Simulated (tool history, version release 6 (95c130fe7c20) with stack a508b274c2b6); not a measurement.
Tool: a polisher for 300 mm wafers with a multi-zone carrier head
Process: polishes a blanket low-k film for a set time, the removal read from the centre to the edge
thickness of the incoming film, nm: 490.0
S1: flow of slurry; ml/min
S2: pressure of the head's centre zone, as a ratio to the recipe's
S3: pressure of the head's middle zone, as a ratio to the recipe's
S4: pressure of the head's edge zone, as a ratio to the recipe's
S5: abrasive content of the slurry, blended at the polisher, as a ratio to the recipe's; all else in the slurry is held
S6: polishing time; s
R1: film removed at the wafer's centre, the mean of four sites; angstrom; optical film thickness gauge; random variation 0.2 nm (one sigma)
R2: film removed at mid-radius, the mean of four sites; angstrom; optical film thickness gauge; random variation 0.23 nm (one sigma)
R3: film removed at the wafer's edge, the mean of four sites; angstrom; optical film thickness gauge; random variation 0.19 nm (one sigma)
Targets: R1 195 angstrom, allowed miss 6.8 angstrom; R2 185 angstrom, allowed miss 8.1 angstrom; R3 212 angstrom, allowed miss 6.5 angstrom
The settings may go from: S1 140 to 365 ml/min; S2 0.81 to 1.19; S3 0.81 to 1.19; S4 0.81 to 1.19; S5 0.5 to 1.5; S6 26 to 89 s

run 1 hour=0 | S1=235 S2=1 S3=1 S4=1 S5=1 S6=57 | R1=162.24 R2=161.12 R3=167.77
run 2 hour=3.7 | S1=240 S2=1.01 S3=1 S4=1.05 S5=1.1 S6=57 | R1=171.42 R2=167.53 R3=176.83
run 3 hour=4.3 | S1=295 S2=1.01 S3=1 S4=1.05 S5=1.1 S6=57 | R1=178.53 R2=170.03 R3=179.83
run 4 hour=11 | S1=295 S2=1.01 S3=1 S4=1.13 S5=1.1 S6=57 | R1=174.39 R2=173.36 R3=186.98
run 5 hour=15 | S1=295 S2=1.01 S3=1 S4=1.18 S5=1.1 S6=57 | R1=177.08 R2=171.05 R3=191.76
run 6 hour=19.8 | S1=295 S2=0.96 S3=1 S4=1.18 S5=1.1 S6=57 | R1=166.45 R2=173.2 R3=194.89
run 7 hour=20.6 | S1=300 S2=0.98 S3=0.99 S4=1.18 S5=1.15 S6=57 | R1=173.86 R2=174.49 R3=195.76
-- hour=21.5 slurry nozzle cleaned
run 8 hour=21.5 | S1=300 S2=0.99 S3=0.98 S4=1.18 S5=1.2 S6=57 | R1=182.61 R2=181.78 R3=201.51
run 9 hour=27.4 | S1=300 S2=0.99 S3=0.96 S4=1.18 S5=1.2 S6=57 | R1=182.12 R2=177.65 R3=202.08

Which of these 4 next moves meets every target?
run A hour=33.3 | S1=330 S2=1.04 S3=0.96 S4=1.12 S5=1.4 S6=52 | R1=? R2=? R3=?
run B hour=33.3 | S1=365 S2=1.06 S3=1.02 S4=1.16 S5=1.25 S6=53 | R1=? R2=? R3=?
run C hour=33.3 | S1=315 S2=0.82 S3=0.88 S4=1.19 S5=0.95 S6=67 | R1=? R2=? R3=?
run D hour=33.3 | S1=325 S2=1 S3=0.95 S4=1.19 S5=1.25 S6=59 | R1=? R2=? R3=?

move=A R1=187.59 R2=168.94 R3=191.85
move=B R1=189.47 R2=175.92 R3=192.79
move=C R1=165.56 R2=176.59 R3=222.69
move=D R1=196.76 R2=182.79 R3=216.15
A: further off than the last run
B: brings the result that was furthest off to its target, and leaves another outside
C: further off than the last run
D: meets every target
The right move is D.
